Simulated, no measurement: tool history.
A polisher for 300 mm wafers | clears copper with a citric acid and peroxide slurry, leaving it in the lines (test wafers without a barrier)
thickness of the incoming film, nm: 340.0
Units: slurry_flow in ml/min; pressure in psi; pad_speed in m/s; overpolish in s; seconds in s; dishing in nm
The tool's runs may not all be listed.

run 1 day=0 | slurry_flow=275 pressure=3.1 pad_speed=1.38 slurry_solids=1 overpolish=28 | seconds=102.85 dishing=50.282
run 2 day=0.321 | slurry_flow=275 pressure=2.8 pad_speed=1.36 slurry_solids=1 overpolish=26 | seconds=111.35 dishing=44.973
run 3 day=0.567 | slurry_flow=275 pressure=2.5 pad_speed=1.32 slurry_solids=1 overpolish=25 | seconds=125.89 dishing=40.833
run 4 day=0.833 | slurry_flow=275 pressure=2.1 pad_speed=1.32 slurry_solids=1 overpolish=25 | seconds=135.03 dishing=36.772
run 5 day=0.954 | slurry_flow=275 pressure=1.9 pad_speed=1.3 slurry_solids=1 overpolish=25 | seconds=146.4 dishing=35.77
run 6 day=1.162 | slurry_flow=275 pressure=1.9 pad_speed=1.3 slurry_solids=1.1 overpolish=25 | seconds=144.05 dishing=36.437
run 7 day=1.3 | slurry_flow=275 pressure=1.8 pad_speed=1.28 slurry_solids=1.1 overpolish=24 | seconds=154.08 dishing=33.67

Run 8 comes next. What will it give?
run 8 day=1.45 | slurry_flow=275 pressure=1.7 pad_speed=1.28 slurry_solids=1.1 overpolish=23 | seconds=? dishing=?

{"run 8": {"seconds": 157.64, "dishing": 31.636}}
